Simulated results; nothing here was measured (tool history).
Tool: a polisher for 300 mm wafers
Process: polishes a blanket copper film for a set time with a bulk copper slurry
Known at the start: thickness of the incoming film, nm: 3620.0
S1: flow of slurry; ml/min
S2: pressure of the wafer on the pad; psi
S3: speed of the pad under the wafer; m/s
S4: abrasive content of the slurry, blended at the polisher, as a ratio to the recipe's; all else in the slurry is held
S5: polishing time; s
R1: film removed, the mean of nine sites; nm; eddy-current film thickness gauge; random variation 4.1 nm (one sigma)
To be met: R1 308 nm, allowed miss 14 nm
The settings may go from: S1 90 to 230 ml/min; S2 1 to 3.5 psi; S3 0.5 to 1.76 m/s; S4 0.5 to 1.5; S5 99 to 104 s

{"run": 1, "hour": 0.0, "S1": 150, "S2": 2.2, "S3": 1.12, "S4": 1, "S5": 99, "R1": 645.57}
{"run": 2, "hour": 8.5, "S1": 150, "S2": 1.8, "S3": 1.06, "S4": 1, "S5": 99, "R1": 515.45}
{"run": 3, "hour": 11.9, "S1": 150, "S2": 1.8, "S3": 1.06, "S4": 1, "S5": 99, "R1": 518.47}
{"run": 4, "hour": 15.9, "S1": 150, "S2": 1.8, "S3": 1.06, "S4": 1, "S5": 99, "R1": 499.53}
{"run": 5, "hour": 24.7, "S1": 150, "S2": 1.8, "S3": 1.06, "S4": 0.9, "S5": 99, "R1": 499.32}
{"run": 6, "hour": 33.0, "S1": 150, "S2": 2.1, "S3": 1.06, "S4": 0.9, "S5": 99, "R1": 588.84}
{"run": 7, "hour": 41.3, "S1": 150, "S2": 1.7, "S3": 1.02, "S4": 0.9, "S5": 99, "R1": 448.2}
{"run": 8, "hour": 48.3, "S1": 150, "S2": 1.5, "S3": 1.02, "S4": 0.9, "S5": 99, "R1": 406.14}
{"run": 9, "hour": 52.3, "S1": 145, "S2": 1, "S3": 0.98, "S4": 0.9, "S5": 99, "R1": 260.76}
{"run": 10, "hour": 55.7, "S1": 155, "S2": 1, "S3": 0.98, "S4": 0.9, "S5": 99, "R1": 266.53}
{"run": 11, "hour": 59.8, "S1": 175, "S2": 1.3, "S3": 0.98, "S4": 0.9, "S5": 99, "R1": 343.54}
{"run": 12, "hour": 66.5, "S1": 170, "S2": 1.3, "S3": 0.98, "S4": 0.9, "S5": 99, "R1": 338.55}
{"run": 13, "hour": 75.4, "S1": 165, "S2": 1.3, "S3": 0.98, "S4": 0.9, "S5": 99, "R1": 354.05}

5 next moves are on the table. One of them brings every result within its allowed miss. Which?
{"run": "A", "hour": 84.3, "S1": 105, "S2": 1.3, "S3": 1.22, "S4": 0.9, "S5": 99, "R1": "?"}
{"run": "B", "hour": 84.3, "S1": 180, "S2": 1.4, "S3": 0.96, "S4": 1, "S5": 99, "R1": "?"}
{"run": "C", "hour": 84.3, "S1": 180, "S2": 1, "S3": 1.1, "S4": 1, "S5": 99, "R1": "?"}
{"run": "D", "hour": 84.3, "S1": 175, "S2": 1.2, "S3": 1.26, "S4": 0.75, "S5": 100, "R1": "?"}
{"run": "E", "hour": 84.3, "S1": 170, "S2": 1.2, "S3": 1.14, "S4": 0.9, "S5": 104, "R1": "?"}

move=A R1=398.91
move=B R1=378.78
move=C R1=314.36
move=D R1=408.81
move=E R1=395.57
A: further off than the last run
B: further off than the last run
C: meets every target
D: further off than the last run
E: further off than the last run
Move C is the one to make.
